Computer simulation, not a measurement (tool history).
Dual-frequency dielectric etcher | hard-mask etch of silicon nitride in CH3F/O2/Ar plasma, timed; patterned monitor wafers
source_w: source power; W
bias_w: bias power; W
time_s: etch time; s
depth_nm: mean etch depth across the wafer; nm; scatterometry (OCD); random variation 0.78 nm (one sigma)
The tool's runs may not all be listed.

run    day  source_w  bias_w  time_s  depth_nm
  1  0.000       540      53   180.0    126.04
  2  0.154       500      53   180.0    121.78
  3  0.412       520      53   180.0    125.17
  4  0.617       530      53   180.0    124.34
  5  0.717       550      53   180.0    126.10
  6  0.954       560      53   180.0    127.54
  7  1.250       570      53   180.0    128.36
  8  1.579       580      53   180.0    129.18
  9  1.662       580      53   180.0    129.39
     1.821  -- source power generator calibrated
 10  1.821       590      53   180.0    127.88
 11  1.862       600      54   180.5    129.69
 12  1.912       610      55   181.0    130.97
 13  1.996       620      55   181.5    133.83

Forecast run 14:
 14  2.317       630      55   181.5         ?

depth_nm: 133.62 nm

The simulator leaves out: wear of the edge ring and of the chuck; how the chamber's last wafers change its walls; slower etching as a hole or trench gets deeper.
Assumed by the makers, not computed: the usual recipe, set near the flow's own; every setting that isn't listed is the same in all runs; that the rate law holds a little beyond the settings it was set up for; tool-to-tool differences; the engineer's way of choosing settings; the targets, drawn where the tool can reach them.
